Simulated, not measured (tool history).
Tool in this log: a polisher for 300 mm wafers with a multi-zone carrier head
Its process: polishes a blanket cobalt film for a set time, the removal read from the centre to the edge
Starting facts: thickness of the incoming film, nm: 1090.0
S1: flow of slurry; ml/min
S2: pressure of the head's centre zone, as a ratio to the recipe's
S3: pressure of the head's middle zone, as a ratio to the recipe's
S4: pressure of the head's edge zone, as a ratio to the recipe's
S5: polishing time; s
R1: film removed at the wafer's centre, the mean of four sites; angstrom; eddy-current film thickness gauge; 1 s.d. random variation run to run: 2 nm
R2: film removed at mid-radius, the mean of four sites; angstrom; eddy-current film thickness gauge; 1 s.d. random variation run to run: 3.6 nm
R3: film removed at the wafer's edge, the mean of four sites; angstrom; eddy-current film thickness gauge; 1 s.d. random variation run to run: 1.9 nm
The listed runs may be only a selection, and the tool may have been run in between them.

| run | hour | S1 | S2 | S3 | S4 | S5 | R1 | R2 | R3 |
|---|---|---|---|---|---|---|---|---|---|
| 1 | 0.0 | 230 | 1.00 | 1.00 | 1.00 | 74 | 3422.7 | 3542.8 | 3371.8 |
| 2 | 5.3 | 215 | 0.94 | 0.99 | 0.97 | 71 | 3025.8 | 3330.1 | 3164.2 |
| 3 | 13.3 | 215 | 0.94 | 0.99 | 0.97 | 87 | 3732.6 | 4080.1 | 3950.3 |
| 4 | 19.3 | 205 | 0.90 | 0.99 | 0.93 | 81 | 3301.1 | 3711.5 | 3581.0 |
| 5 | 22.5 | 205 | 0.90 | 0.99 | 0.96 | 81 | 3286.6 | 3693.6 | 3663.4 |
| 6 | 28.7 | 205 | 0.87 | 0.99 | 0.96 | 81 | 3158.5 | 3747.3 | 3647.2 |
| 7 | 33.0 | 200 | 0.85 | 1.00 | 0.93 | 76 | 2848.5 | 3517.7 | 3299.7 |

Forecast run 8:
| 8 | 35.2 | 190 | 0.84 | 0.99 | 0.90 | 74 | ? | ? | ? |

{"run 8": {"R1": 2789.8, "R2": 3428.4, "R3": 3200.8}}

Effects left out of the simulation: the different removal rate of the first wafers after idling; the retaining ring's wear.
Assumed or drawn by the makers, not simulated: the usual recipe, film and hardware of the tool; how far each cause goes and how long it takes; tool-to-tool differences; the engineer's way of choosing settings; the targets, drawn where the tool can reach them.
